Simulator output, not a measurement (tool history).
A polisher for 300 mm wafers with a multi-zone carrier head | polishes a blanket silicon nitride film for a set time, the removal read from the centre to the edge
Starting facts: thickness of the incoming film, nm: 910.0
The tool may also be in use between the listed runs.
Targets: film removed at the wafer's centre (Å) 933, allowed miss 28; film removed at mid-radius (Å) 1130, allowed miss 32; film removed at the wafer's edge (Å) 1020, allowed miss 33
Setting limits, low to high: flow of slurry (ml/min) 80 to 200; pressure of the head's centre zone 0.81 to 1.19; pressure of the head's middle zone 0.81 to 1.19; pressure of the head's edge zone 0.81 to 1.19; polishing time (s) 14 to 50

run,hour,flow of slurry (ml/min),pressure of the head's centre zone,pressure of the head's middle zone,pressure of the head's edge zone,polishing time (s),film removed at the wafer's centre (Å),film removed at mid-radius (Å),film removed at the wafer's edge (Å)
1,0,130,1,1,1,32,795.11,821.53,835.75
2,2.5,130,0.97,1,1,32,781.47,827.53,825.88
3,10.5,130,0.97,1,1.06,32,789.34,813.6,831.98
4,11.1,130,1,1,1.06,32,817.04,817.78,845.88
5,12.7,130,1,1,1.06,29,737.6,745.27,770.29
6,19.2,140,0.96,1.05,1.09,32,795.01,871.44,870.53
7,23.7,155,0.97,1.1,1.1,32,819.17,932.5,869.99
8,26.4,160,0.96,1.12,1.12,33,842.98,974.39,949.21
9,34.6,170,0.97,1.14,1.11,33,857.86,996.72,937.18
10,38.8,175,0.97,1.16,1.11,34,891.25,1031.8,966.97

4 next moves are on the table. One of them brings every result within its allowed miss. Which?
A,43,180,0.96,1.19,1.12,36,?,?,?
B,43,170,1.08,1.18,1.13,34,?,?,?
C,43,175,0.98,1.15,1.14,35,?,?,?
D,43,160,1.06,1.12,1.05,35,?,?,?

move,film removed at the wafer's centre (Å),film removed at mid-radius (Å),film removed at the wafer's edge (Å)
A,938.68,1130.9,1021.4
B,987.18,1049.3,962.15
C,926.52,1062.3,999.05
D,984.4,1021.4,947.51
A: every result within its allowed miss
B: an improvement on the last run, though not all results are within tolerance
C: an improvement on the last run, though not all results are within tolerance
D: moves away from the targets compared with the last run
A is the move that brings every result within its allowed miss.
